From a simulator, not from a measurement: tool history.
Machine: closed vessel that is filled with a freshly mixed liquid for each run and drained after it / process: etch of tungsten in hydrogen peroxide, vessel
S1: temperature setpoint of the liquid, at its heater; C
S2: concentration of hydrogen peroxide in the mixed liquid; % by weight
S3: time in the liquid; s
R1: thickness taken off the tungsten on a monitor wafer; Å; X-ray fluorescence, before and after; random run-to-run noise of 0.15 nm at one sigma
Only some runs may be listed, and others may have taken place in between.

run,hour,S1,S2,S3,R1
1,0.0,43.0,17.5,30,253.14
2,5.1,43.0,17.5,30,251.03
3,8.6,46.5,17.5,30,314.98
4,13.7,45.0,17.5,30,286.40
5,19.4,45.0,17.5,30,289.43
6,23.6,44.0,17.5,30,272.15
7,24.5,43.0,17.5,30,251.16
8,31.0,42.5,17.5,30,247.34
9,32.0,42.5,17.5,30,243.96
10,36.2,42.0,17.5,30,235.92
11,37.5,41.5,17.5,30,230.95

Run 12 is up next; what results do you expect?
12,38.5,41.0,17.5,30,?

{"run 12": {"R1": 221.31}}
